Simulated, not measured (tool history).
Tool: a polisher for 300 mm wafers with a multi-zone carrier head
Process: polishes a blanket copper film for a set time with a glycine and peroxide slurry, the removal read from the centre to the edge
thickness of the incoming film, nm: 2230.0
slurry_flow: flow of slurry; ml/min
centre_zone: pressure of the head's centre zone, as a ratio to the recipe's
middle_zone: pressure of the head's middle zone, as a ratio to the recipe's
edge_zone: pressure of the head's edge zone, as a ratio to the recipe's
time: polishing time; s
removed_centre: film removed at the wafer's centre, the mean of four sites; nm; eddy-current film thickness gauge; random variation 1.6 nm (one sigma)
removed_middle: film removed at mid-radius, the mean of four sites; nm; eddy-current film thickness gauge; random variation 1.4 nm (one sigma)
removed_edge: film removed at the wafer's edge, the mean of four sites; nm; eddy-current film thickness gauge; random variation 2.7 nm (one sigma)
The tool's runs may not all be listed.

{"run": 1, "hour": 0.0, "slurry_flow": 275, "centre_zone": 1, "middle_zone": 1, "edge_zone": 1, "time": 45, "removed_centre": 212.07, "removed_middle": 207.91, "removed_edge": 204.59}
{"run": 2, "hour": 0.9, "slurry_flow": 275, "centre_zone": 1, "middle_zone": 1.04, "edge_zone": 1, "time": 45, "removed_centre": 209.29, "removed_middle": 216.27, "removed_edge": 202.21}
{"run": 3, "hour": 5.2, "slurry_flow": 275, "centre_zone": 1.04, "middle_zone": 1.04, "edge_zone": 1, "time": 45, "removed_centre": 220.61, "removed_middle": 212.33, "removed_edge": 203.78}
{"run": 4, "hour": 7.4, "slurry_flow": 270, "centre_zone": 1.02, "middle_zone": 1.02, "edge_zone": 1.02, "time": 45, "removed_centre": 211.43, "removed_middle": 207.86, "removed_edge": 207.9}
{"run": 5, "hour": 12.7, "slurry_flow": 270, "centre_zone": 1.06, "middle_zone": 1.02, "edge_zone": 1.02, "time": 45, "removed_centre": 219.4, "removed_middle": 210.22, "removed_edge": 207.98}
{"run": 6, "hour": 15.1, "slurry_flow": 270, "centre_zone": 1.06, "middle_zone": 1.02, "edge_zone": 1.02, "time": 54, "removed_centre": 269.47, "removed_middle": 251.95, "removed_edge": 248.66}

Forecast run 7:
{"run": 7, "hour": 16.3, "slurry_flow": 265, "centre_zone": 1.03, "middle_zone": 1, "edge_zone": 1.02, "time": 53, "removed_centre": "?", "removed_middle": "?", "removed_edge": "?"}

Run 7 gave removed_centre 253.39 nm, removed_middle 242.37 nm, removed_edge 248.58 nm.
